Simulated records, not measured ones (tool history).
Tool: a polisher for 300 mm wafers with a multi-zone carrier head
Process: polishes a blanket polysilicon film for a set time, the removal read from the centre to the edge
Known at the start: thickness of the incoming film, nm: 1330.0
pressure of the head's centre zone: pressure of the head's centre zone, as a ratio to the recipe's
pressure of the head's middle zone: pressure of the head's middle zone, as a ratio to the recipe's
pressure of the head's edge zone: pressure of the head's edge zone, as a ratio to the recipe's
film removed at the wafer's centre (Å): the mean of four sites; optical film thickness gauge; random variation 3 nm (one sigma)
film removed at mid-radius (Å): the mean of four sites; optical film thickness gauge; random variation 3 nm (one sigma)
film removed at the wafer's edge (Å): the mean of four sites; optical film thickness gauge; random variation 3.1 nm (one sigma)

run,hour,flow of slurry (ml/min),pressure of the head's centre zone,pressure of the head's middle zone,pressure of the head's edge zone,polishing time (s),film removed at the wafer's centre (Å),film removed at mid-radius (Å),film removed at the wafer's edge (Å)
1,0.0,220,1.00,1.00,1.00,46,3617.5,3750.9,3804.6
2,6.7,220,1.00,0.96,1.00,46,3575.3,3629.1,3814.2
3,12.1,220,1.00,1.03,1.00,46,3631.2,3858.6,3698.8
4,16.7,210,0.98,1.03,0.99,46,3459.3,3836.0,3746.8
5,20.0,210,0.98,1.03,0.99,36,2727.5,3017.5,2903.8
6,25.2,220,0.98,1.05,1.02,37,2864.3,3140.7,3074.6

The next listed run, before its measurement:
# hour 30.4: centre zone pressure recalibrated
7,30.4,220,0.98,1.05,1.02,37,?,?,?

Run 7 gave film removed at the wafer's centre (Å) 3032.0, film removed at mid-radius (Å) 3160.5, film removed at the wafer's edge (Å) 3091.2.
